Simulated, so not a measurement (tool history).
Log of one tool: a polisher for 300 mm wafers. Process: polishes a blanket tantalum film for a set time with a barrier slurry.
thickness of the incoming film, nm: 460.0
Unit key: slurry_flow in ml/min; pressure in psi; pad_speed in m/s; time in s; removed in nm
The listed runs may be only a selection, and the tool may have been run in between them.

| run | hour | slurry_flow | pressure | pad_speed | slurry_solids | time | removed |
|---|---|---|---|---|---|---|---|
| 1 | 0 | 145 | 2.1 | 1.14 | 1 | 39 | 91.85 |
| 2 | 5.7 | 145 | 2.1 | 1.14 | 0.85 | 39 | 85.273 |
| 3 | 14.2 | 140 | 1.9 | 1.12 | 0.85 | 39 | 75.337 |
| 4 | 17 | 135 | 1.7 | 1.1 | 0.85 | 39 | 66.687 |
| 5 | 25.6 | 135 | 1.7 | 1.1 | 0.85 | 39 | 65.985 |
| 6 | 32.7 | 120 | 1.7 | 1.1 | 0.85 | 39 | 64.653 |
| 7 | 34.5 | 115 | 1.6 | 1.1 | 0.85 | 39 | 61.003 |

Predict the results of run 8:
| 8 | 42.5 | 110 | 1.5 | 1.1 | 0.85 | 39 | ? |

For run 8 the tool returned removed 56.213 nm.

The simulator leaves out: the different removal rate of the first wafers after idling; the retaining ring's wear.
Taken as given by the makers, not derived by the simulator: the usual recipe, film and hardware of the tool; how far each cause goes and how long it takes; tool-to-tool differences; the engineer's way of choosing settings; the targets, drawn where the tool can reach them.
